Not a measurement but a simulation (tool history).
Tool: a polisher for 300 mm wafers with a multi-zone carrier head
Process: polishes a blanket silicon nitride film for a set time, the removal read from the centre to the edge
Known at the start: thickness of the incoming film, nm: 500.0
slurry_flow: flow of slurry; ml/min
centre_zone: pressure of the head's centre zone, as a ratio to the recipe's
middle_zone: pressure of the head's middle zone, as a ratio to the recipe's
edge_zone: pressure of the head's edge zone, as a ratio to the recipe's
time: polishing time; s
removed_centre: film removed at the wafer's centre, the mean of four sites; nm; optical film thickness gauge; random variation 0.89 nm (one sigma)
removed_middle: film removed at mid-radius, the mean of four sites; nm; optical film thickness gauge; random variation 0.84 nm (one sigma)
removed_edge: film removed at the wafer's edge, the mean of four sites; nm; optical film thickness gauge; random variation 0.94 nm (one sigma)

run	day	slurry_flow	centre_zone	middle_zone	edge_zone	time	removed_centre	removed_middle	removed_edge
1	0.000	290	1.00	1.00	1.00	78	142.14	146.41	140.46
2	0.208	290	1.00	0.94	1.00	78	140.56	138.77	143.04
3	0.383	345	1.00	0.94	1.00	78	145.62	139.72	141.11
4	0.546	345	1.00	0.94	1.00	60	112.87	108.66	108.29
5	0.621	365	1.02	0.92	0.98	60	115.20	105.86	108.39
6	0.754	380	1.04	0.91	0.96	60	117.54	104.97	108.58

Run 7 comes next. What will it give?
7	0.954	395	1.06	0.91	0.94	59	?	?	?

Run 7 gave removed_centre 117.29 nm, removed_middle 104.02 nm, removed_edge 106.65 nm.
